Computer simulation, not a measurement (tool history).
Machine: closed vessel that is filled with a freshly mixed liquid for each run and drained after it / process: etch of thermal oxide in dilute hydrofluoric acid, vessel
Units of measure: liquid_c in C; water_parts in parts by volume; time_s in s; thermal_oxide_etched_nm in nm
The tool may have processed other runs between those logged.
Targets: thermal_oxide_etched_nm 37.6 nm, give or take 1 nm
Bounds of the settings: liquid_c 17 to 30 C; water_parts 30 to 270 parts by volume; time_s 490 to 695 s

run 1 hour=0 | liquid_c=22 water_parts=150 time_s=695 | thermal_oxide_etched_nm=19.682
run 2 hour=7 | liquid_c=22 water_parts=180 time_s=695 | thermal_oxide_etched_nm=15.733
run 3 hour=7.6 | liquid_c=20.5 water_parts=180 time_s=695 | thermal_oxide_etched_nm=14.841
run 4 hour=16.3 | liquid_c=22 water_parts=165 time_s=695 | thermal_oxide_etched_nm=17.398
run 5 hour=24.9 | liquid_c=24.5 water_parts=165 time_s=695 | thermal_oxide_etched_nm=19.302
run 6 hour=30.2 | liquid_c=25.5 water_parts=155 time_s=695 | thermal_oxide_etched_nm=21.602
run 7 hour=35.8 | liquid_c=26.5 water_parts=145 time_s=695 | thermal_oxide_etched_nm=24.04
run 8 hour=38.8 | liquid_c=27 water_parts=135 time_s=695 | thermal_oxide_etched_nm=26.564
run 9 hour=41.2 | liquid_c=27.5 water_parts=130 time_s=695 | thermal_oxide_etched_nm=28.59

Below are 5 possible settings for the next run. Only one of them brings all results inside the allowed miss of their targets. Which is it?
run A hour=43.6 | liquid_c=30 water_parts=100 time_s=695 | thermal_oxide_etched_nm=?
run B hour=43.6 | liquid_c=26.5 water_parts=105 time_s=695 | thermal_oxide_etched_nm=?
run C hour=43.6 | liquid_c=27 water_parts=145 time_s=695 | thermal_oxide_etched_nm=?
run D hour=43.6 | liquid_c=29.5 water_parts=110 time_s=695 | thermal_oxide_etched_nm=?
run E hour=43.6 | liquid_c=26 water_parts=105 time_s=695 | thermal_oxide_etched_nm=?

move=A thermal_oxide_etched_nm=42.085
move=B thermal_oxide_etched_nm=34.85
move=C thermal_oxide_etched_nm=24.453
move=D thermal_oxide_etched_nm=37.031
move=E thermal_oxide_etched_nm=34.183
A: the result that was furthest off in the last run now lies on the other side of its target
B: gains on the last run, yet a result remains outside its allowed miss
C: the biggest miss grows against the last run
D: every result lands within tolerance
E: gains on the last run, yet a result remains outside its allowed miss
Move D is the one to make.
